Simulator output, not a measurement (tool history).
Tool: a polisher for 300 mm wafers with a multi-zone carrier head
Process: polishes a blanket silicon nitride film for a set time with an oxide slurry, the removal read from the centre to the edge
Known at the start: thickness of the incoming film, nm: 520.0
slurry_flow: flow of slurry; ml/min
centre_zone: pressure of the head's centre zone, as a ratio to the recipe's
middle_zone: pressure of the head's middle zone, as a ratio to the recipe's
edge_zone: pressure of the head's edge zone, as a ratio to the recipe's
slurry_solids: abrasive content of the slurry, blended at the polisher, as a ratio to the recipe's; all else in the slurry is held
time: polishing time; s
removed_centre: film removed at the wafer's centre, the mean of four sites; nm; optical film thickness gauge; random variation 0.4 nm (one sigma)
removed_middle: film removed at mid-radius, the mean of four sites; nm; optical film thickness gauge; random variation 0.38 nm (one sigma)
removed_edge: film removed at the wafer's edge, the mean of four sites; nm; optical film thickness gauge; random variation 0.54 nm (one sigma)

run 1 hour=0.0 | slurry_flow=135 centre_zone=1.00 middle_zone=1.00 edge_zone=1.00 slurry_solids=1.00 time=48 | removed_centre=31.684 removed_middle=33.785 removed_edge=32.214
run 2 hour=4.4 | slurry_flow=135 centre_zone=1.00 middle_zone=1.00 edge_zone=1.00 slurry_solids=1.00 time=56 | removed_centre=38.306 removed_middle=38.379 removed_edge=36.905
run 3 hour=5.8 | slurry_flow=130 centre_zone=0.93 middle_zone=1.04 edge_zone=1.03 slurry_solids=1.00 time=56 | removed_centre=34.804 removed_middle=40.041 removed_edge=38.162
run 4 hour=10.4 | slurry_flow=130 centre_zone=0.93 middle_zone=1.04 edge_zone=1.06 slurry_solids=1.00 time=56 | removed_centre=33.749 removed_middle=39.775 removed_edge=37.559
run 5 hour=16.8 | slurry_flow=130 centre_zone=0.93 middle_zone=1.04 edge_zone=1.06 slurry_solids=1.00 time=45 | removed_centre=27.016 removed_middle=32.138 removed_edge=30.763
run 6 hour=19.2 | slurry_flow=130 centre_zone=0.93 middle_zone=1.04 edge_zone=1.06 slurry_solids=1.00 time=39 | removed_centre=23.845 removed_middle=27.999 removed_edge=26.607

Forecast run 7:
run 7 hour=26.9 | slurry_flow=140 centre_zone=0.90 middle_zone=1.07 edge_zone=1.09 slurry_solids=1.15 time=40 | removed_centre=? removed_middle=? removed_edge=?

Run 7 gave removed_centre 26.391 nm, removed_middle 31.727 nm, removed_edge 30.147 nm.
